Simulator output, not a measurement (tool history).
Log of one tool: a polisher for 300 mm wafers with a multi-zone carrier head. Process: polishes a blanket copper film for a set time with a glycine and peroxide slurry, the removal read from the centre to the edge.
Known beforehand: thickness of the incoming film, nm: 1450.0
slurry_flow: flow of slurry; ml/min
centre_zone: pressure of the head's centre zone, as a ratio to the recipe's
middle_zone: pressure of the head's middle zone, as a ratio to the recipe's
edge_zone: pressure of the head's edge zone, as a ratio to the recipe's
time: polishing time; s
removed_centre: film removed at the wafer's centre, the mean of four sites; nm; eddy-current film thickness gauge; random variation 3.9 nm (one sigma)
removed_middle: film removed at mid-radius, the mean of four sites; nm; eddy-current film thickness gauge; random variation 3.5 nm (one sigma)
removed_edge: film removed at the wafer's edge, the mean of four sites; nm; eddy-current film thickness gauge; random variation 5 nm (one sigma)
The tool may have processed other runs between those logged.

Run 1, day 0: slurry_flow 305 ml/min, centre_zone 1, middle_zone 1, edge_zone 1, time 80 s. Result: removed_centre 311.02 nm, removed_middle 301.06 nm, removed_edge 312.32 nm.
Run 2, day 0.358: slurry_flow 305 ml/min, centre_zone 1, middle_zone 1.01, edge_zone 1.02, time 81 s. Result: removed_centre 308.97 nm, removed_middle 313.43 nm, removed_edge 314.57 nm.
Run 3, day 0.579: slurry_flow 305 ml/min, centre_zone 1, middle_zone 1.01, edge_zone 1.03, time 82 s. Result: removed_centre 313.68 nm, removed_middle 320.76 nm, removed_edge 317.59 nm.
Run 4, day 0.904: slurry_flow 305 ml/min, centre_zone 1.03, middle_zone 1.01, edge_zone 1.03, time 82 s. Result: removed_centre 329.62 nm, removed_middle 318.05 nm, removed_edge 317.6 nm.
Run 5, day 1.058: slurry_flow 305 ml/min, centre_zone 1.11, middle_zone 1.01, edge_zone 1.03, time 82 s. Result: removed_centre 347.53 nm, removed_middle 315.93 nm, removed_edge 315.79 nm.
Run 6, day 1.088: slurry_flow 305 ml/min, centre_zone 1.11, middle_zone 0.96, edge_zone 1.03, time 82 s. Result: removed_centre 356.3 nm, removed_middle 304.67 nm, removed_edge 323.35 nm.
Run 7, day 1.158: slurry_flow 305 ml/min, centre_zone 1.1, middle_zone 0.97, edge_zone 1.04, time 83 s. Result: removed_centre 348.87 nm, removed_middle 312.73 nm, removed_edge 328.79 nm.
Run 8, day 1.338: slurry_flow 305 ml/min, centre_zone 1.1, middle_zone 0.98, edge_zone 1.05, time 84 s. Result: removed_centre 358.72 nm, removed_middle 318.42 nm, removed_edge 329.08 nm.

What will run 9 give?
Run 9, day 1.392: slurry_flow 305 ml/min, centre_zone 1.09, middle_zone 0.98, edge_zone 1.06, time 85 s. Result: removed_centre ?, removed_middle ?, removed_edge ?.

Run 9 produced removed_centre 351.94 nm, removed_middle 324.57 nm, removed_edge 331.19 nm.

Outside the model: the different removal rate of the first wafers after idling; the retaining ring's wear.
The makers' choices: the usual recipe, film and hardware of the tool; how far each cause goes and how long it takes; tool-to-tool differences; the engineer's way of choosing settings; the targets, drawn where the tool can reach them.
